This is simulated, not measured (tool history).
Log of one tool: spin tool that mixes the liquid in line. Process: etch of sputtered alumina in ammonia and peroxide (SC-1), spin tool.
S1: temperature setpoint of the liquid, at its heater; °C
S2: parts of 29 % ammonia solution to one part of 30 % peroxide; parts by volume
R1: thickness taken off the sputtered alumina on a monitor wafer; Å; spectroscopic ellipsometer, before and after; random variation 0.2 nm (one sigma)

run 1 day=0 | S1=51 S2=0.75 time_under_the_liquid_(s)=200 | R1=157.83
run 2 day=0.042 | S1=51 S2=0.75 time_under_the_liquid_(s)=215 | R1=169.64
run 3 day=0.383 | S1=48.5 S2=0.75 time_under_the_liquid_(s)=215 | R1=148.71
run 4 day=0.45 | S1=48.5 S2=0.75 time_under_the_liquid_(s)=200 | R1=138.76
run 5 day=0.504 | S1=53.5 S2=0.75 time_under_the_liquid_(s)=200 | R1=183.19
run 6 day=0.658 | S1=53.5 S2=0.75 time_under_the_liquid_(s)=200 | R1=180.65
run 7 day=1 | S1=53.5 S2=0.75 time_under_the_liquid_(s)=200 | R1=180.05
run 8 day=1.371 | S1=56.5 S2=0.75 time_under_the_liquid_(s)=200 | R1=213.43
run 9 day=1.446 | S1=58.5 S2=0.75 time_under_the_liquid_(s)=200 | R1=234.58
run 10 day=1.596 | S1=60 S2=0.75 time_under_the_liquid_(s)=200 | R1=253.91
run 11 day=1.629 | S1=61 S2=0.75 time_under_the_liquid_(s)=200 | R1=268.04
run 12 day=1.767 | S1=61 S2=0.75 time_under_the_liquid_(s)=200 | R1=268.5
run 13 day=2.004 | S1=62 S2=0.75 time_under_the_liquid_(s)=200 | R1=283.52
run 14 day=2.154 | S1=62.5 S2=0.75 time_under_the_liquid_(s)=200 | R1=287.2

Run 15 comes next. What will it give?
run 15 day=2.517 | S1=63 S2=0.75 time_under_the_liquid_(s)=200 | R1=?

Run 15 gave R1 296.08 Å.
